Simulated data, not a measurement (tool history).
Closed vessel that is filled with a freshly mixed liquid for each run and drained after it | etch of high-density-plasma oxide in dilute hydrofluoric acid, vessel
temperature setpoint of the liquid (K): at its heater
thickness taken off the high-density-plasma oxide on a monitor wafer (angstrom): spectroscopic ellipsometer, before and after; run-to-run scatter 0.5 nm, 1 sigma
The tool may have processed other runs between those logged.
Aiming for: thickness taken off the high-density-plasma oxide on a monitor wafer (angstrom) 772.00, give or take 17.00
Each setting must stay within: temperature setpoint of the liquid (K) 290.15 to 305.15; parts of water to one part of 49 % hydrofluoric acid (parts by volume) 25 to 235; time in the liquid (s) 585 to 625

run	day	temperature setpoint of the liquid (K)	parts of water to one part of 49 % hydrofluoric acid (parts by volume)	time in the liquid (s)	thickness taken off the high-density-plasma oxide on a monitor wafer (angstrom)
1	0.000	297.15	130	585	225.90
2	0.083	298.15	115	585	270.46
3	0.212	295.15	115	585	241.56
4	0.325	295.15	115	625	256.77
5	0.683	293.15	115	625	236.90
6	0.746	294.65	105	625	278.69
7	0.792	296.15	95	625	327.02
8	1.054	297.65	85	625	393.26

Exercise: of the 5 proposed moves below, exactly one satisfies all targets within the stated allowed misses. Which move is it?
A	1.317	296.15	120	585	?
B	1.317	298.15	65	600	?
C	1.317	294.15	40	625	?
D	1.317	299.65	55	625	?
E	1.317	300.15	45	620	?

move	thickness taken off the high-density-plasma oxide on a monitor wafer (angstrom)
A	237.26
B	520.96
C	771.72
D	690.61
E	866.57
A: lands further from the targets than the last run did
B: moves toward the targets from the last run without getting all of them in spec
C: meets every target
D: moves toward the targets from the last run without getting all of them in spec
E: the result that was furthest off in the last run now lies on the other side of its target
So the answer is move C, the one that meets all the targets.
